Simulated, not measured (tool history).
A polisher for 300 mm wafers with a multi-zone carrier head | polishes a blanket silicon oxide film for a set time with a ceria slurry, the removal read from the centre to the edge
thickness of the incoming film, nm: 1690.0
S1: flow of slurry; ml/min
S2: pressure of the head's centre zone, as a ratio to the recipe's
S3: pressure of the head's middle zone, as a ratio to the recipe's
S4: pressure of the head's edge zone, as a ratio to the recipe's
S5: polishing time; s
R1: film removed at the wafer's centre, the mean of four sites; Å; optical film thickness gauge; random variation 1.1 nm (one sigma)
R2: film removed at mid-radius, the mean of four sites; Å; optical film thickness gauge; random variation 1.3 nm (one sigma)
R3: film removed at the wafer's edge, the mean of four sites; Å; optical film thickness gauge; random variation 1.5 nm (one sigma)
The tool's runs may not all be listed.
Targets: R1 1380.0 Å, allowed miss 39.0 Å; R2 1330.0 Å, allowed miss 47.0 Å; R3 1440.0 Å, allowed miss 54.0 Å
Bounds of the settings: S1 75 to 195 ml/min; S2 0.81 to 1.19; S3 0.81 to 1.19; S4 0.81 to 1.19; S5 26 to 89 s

Run 1, hour 0.0: S1 125 ml/min, S2 1.00, S3 1.00, S4 1.00, S5 57 s. Result: R1 2102.3 Å, R2 2127.5 Å, R3 2113.4 Å.
Run 2, hour 8.1: S1 125 ml/min, S2 1.00, S3 1.00, S4 0.92, S5 57 s. Result: R1 2111.9 Å, R2 2132.0 Å, R3 2029.5 Å.
Run 3, hour 16.1: S1 120 ml/min, S2 0.99, S3 0.97, S4 0.91, S5 54 s. Result: R1 1941.6 Å, R2 1930.9 Å, R3 1946.2 Å.
Run 4, hour 18.8: S1 120 ml/min, S2 0.99, S3 0.96, S4 0.90, S5 51 s. Result: R1 1863.6 Å, R2 1841.2 Å, R3 1802.1 Å.
Run 5, hour 21.8: S1 90 ml/min, S2 0.99, S3 0.96, S4 0.90, S5 51 s. Result: R1 1704.3 Å, R2 1735.9 Å, R3 1733.5 Å.
Run 6, hour 24.7: S1 90 ml/min, S2 0.98, S3 0.94, S4 0.89, S5 49 s. Result: R1 1639.0 Å, R2 1598.4 Å, R3 1647.4 Å.
Run 7, hour 30.5: S1 90 ml/min, S2 0.98, S3 0.94, S4 0.89, S5 49 s. Result: R1 1627.6 Å, R2 1627.9 Å, R3 1672.2 Å.
Run 8, hour 34.7: S1 90 ml/min, S2 0.98, S3 0.93, S4 0.88, S5 48 s. Result: R1 1609.7 Å, R2 1544.2 Å, R3 1615.5 Å.
Run 9, hour 39.9: S1 90 ml/min, S2 0.97, S3 0.92, S4 0.87, S5 47 s. Result: R1 1538.5 Å, R2 1498.9 Å, R3 1589.9 Å.
Run 10, hour 45.6: S1 90 ml/min, S2 0.97, S3 0.92, S4 0.86, S5 46 s. Result: R1 1510.9 Å, R2 1470.5 Å, R3 1522.2 Å.
Run 11, hour 52.0: S1 90 ml/min, S2 0.96, S3 0.91, S4 0.85, S5 46 s. Result: R1 1507.3 Å, R2 1460.5 Å, R3 1518.0 Å.
Run 12, hour 55.5: S1 90 ml/min, S2 0.95, S3 0.90, S4 0.85, S5 46 s. Result: R1 1495.6 Å, R2 1441.1 Å, R3 1537.8 Å.
Run 13, hour 62.3: S1 90 ml/min, S2 0.95, S3 0.90, S4 0.84, S5 46 s. Result: R1 1480.8 Å, R2 1431.9 Å, R3 1533.7 Å.
Run 14, hour 69.2: S1 85 ml/min, S2 0.95, S3 0.89, S4 0.83, S5 45 s. Result: R1 1437.3 Å, R2 1398.7 Å, R3 1425.2 Å.

4 next moves are on the table. One of them brings every result within its allowed miss. Which?
Run A, hour 76.1: S1 75 ml/min, S2 0.98, S3 0.82, S4 0.89, S5 44 s. Result: R1 ?, R2 ?, R3 ?.
Run B, hour 76.1: S1 145 ml/min, S2 0.90, S3 1.00, S4 0.86, S5 37 s. Result: R1 ?, R2 ?, R3 ?.
Run C, hour 76.1: S1 90 ml/min, S2 0.97, S3 0.90, S4 0.93, S5 42 s. Result: R1 ?, R2 ?, R3 ?.
Run D, hour 76.1: S1 85 ml/min, S2 0.98, S3 0.81, S4 0.91, S5 42 s. Result: R1 ?, R2 ?, R3 ?.

move      R1      R2      R3
   A  1399.6  1263.1  1440.8
   B  1279.8  1451.0  1315.9
   C  1396.7  1363.9  1444.9
   D  1387.5  1233.2  1419.2
A: brings the result that was furthest off to its target, and leaves another outside
B: takes the result that was furthest off past its target
C: meets every target
D: brings the result that was furthest off to its target, and leaves another outside
Answer: C
